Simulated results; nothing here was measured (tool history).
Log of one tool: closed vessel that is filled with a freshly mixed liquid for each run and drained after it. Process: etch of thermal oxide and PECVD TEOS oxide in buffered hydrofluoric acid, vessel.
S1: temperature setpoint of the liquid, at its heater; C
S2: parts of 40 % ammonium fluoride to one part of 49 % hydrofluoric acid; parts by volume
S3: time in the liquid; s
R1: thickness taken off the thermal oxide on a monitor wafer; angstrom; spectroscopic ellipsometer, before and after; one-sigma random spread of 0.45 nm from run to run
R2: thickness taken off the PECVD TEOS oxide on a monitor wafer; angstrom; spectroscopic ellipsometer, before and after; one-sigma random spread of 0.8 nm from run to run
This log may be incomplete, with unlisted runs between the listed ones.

{"run": 1, "hour": 0.0, "S1": 25, "S2": 9, "S3": 60, "R1": 870.49, "R2": 1510.9}
{"run": 2, "hour": 7.8, "S1": 24.5, "S2": 9, "S3": 60, "R1": 845.55, "R2": 1455.9}
{"run": 3, "hour": 12.0, "S1": 21.5, "S2": 9, "S3": 60, "R1": 723.73, "R2": 1249.2}
{"run": 4, "hour": 14.1, "S1": 21.5, "S2": 9, "S3": 35, "R1": 423.67, "R2": 723.66}
{"run": 5, "hour": 22.4, "S1": 21.5, "S2": 9, "S3": 50, "R1": 603.4, "R2": 1027.4}
{"run": 6, "hour": 23.4, "S1": 21.5, "S2": 9, "S3": 75, "R1": 896.56, "R2": 1547.3}

What will run 7 give?
{"run": 7, "hour": 30.9, "S1": 21.5, "S2": 9, "S3": 75, "R1": "?", "R2": "?"}

{"run 7": {"R1": 902.01, "R2": 1544.8}}
